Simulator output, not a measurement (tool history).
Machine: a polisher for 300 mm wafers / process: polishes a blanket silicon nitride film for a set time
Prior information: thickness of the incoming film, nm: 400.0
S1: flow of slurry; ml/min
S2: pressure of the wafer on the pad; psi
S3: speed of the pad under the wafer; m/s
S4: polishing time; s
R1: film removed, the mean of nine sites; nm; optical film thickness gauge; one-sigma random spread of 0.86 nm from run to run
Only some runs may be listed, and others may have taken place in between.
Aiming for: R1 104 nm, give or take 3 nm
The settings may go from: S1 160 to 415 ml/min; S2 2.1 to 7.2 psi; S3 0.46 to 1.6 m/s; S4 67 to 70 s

Run 1, day 0: S1 265 ml/min, S2 4.6 psi, S3 1.02 m/s, S4 67 s. Result: R1 131.35 nm.
Run 2, day 0.288: S1 265 ml/min, S2 4.6 psi, S3 0.82 m/s, S4 67 s. Result: R1 112.67 nm.
Run 3, day 0.329: S1 265 ml/min, S2 4.5 psi, S3 0.82 m/s, S4 67 s. Result: R1 108.86 nm.
Run 4, day 0.358: S1 265 ml/min, S2 4.5 psi, S3 0.82 m/s, S4 67 s. Result: R1 109.45 nm.
Run 5, day 0.475: S1 265 ml/min, S2 4.5 psi, S3 0.82 m/s, S4 70 s. Result: R1 113.95 nm.
Run 6, day 0.75: S1 265 ml/min, S2 4.5 psi, S3 0.82 m/s, S4 70 s. Result: R1 114.77 nm.
Run 7, day 1.067: S1 265 ml/min, S2 4.4 psi, S3 0.82 m/s, S4 70 s. Result: R1 113.06 nm.
Run 8, day 1.225: S1 265 ml/min, S2 4.3 psi, S3 0.82 m/s, S4 70 s. Result: R1 108.63 nm.

Which single option among these 5 for the next run brings every result within its allowed miss of target? Just one does.
Run A, day 1.383: S1 360 ml/min, S2 4.3 psi, S3 0.76 m/s, S4 70 s. Result: R1 ?.
Run B, day 1.383: S1 340 ml/min, S2 4.2 psi, S3 0.72 m/s, S4 68 s. Result: R1 ?.
Run C, day 1.383: S1 235 ml/min, S2 4.3 psi, S3 0.74 m/s, S4 67 s. Result: R1 ?.
Run D, day 1.383: S1 345 ml/min, S2 4.5 psi, S3 0.82 m/s, S4 70 s. Result: R1 ?.
Run E, day 1.383: S1 300 ml/min, S2 4.2 psi, S3 0.94 m/s, S4 67 s. Result: R1 ?.

move      R1
   A  106.23
   B  96.261
   C  96.752
   D  117.66
   E  116.46
A: every result within its allowed miss
B: pushes the last run's worst result past its target
C: pushes the last run's worst result past its target
D: further off than the last run
E: further off than the last run
So the answer is move A, the one that meets all the targets.

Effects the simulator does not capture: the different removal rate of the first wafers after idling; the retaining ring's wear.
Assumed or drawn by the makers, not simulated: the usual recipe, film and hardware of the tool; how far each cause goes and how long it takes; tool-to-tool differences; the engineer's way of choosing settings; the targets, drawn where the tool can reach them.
